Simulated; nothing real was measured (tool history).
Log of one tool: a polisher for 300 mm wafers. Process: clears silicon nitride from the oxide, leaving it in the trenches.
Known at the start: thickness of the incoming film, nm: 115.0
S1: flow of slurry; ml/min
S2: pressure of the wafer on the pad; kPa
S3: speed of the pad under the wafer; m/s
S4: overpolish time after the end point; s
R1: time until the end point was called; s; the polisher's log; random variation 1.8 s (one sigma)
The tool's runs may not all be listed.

run 1 hour=0.0 | S1=315 S2=11.7 S3=1.30 S4=14 | R1=155.12
run 2 hour=1.8 | S1=315 S2=12.4 S3=1.30 S4=14 | R1=149.45
run 3 hour=9.6 | S1=315 S2=13.8 S3=1.30 S4=14 | R1=130.57
run 4 hour=12.8 | S1=315 S2=13.8 S3=1.30 S4=14 | R1=136.10
run 5 hour=14.8 | S1=270 S2=13.8 S3=1.30 S4=14 | R1=137.91
run 6 hour=23.1 | S1=300 S2=13.8 S3=1.30 S4=14 | R1=139.20
run 7 hour=27.2 | S1=300 S2=14.5 S3=1.32 S4=14 | R1=127.39

Forecast run 8:
run 8 hour=31.4 | S1=300 S2=15.2 S3=1.32 S4=14 | R1=?

R1: 128.05 s

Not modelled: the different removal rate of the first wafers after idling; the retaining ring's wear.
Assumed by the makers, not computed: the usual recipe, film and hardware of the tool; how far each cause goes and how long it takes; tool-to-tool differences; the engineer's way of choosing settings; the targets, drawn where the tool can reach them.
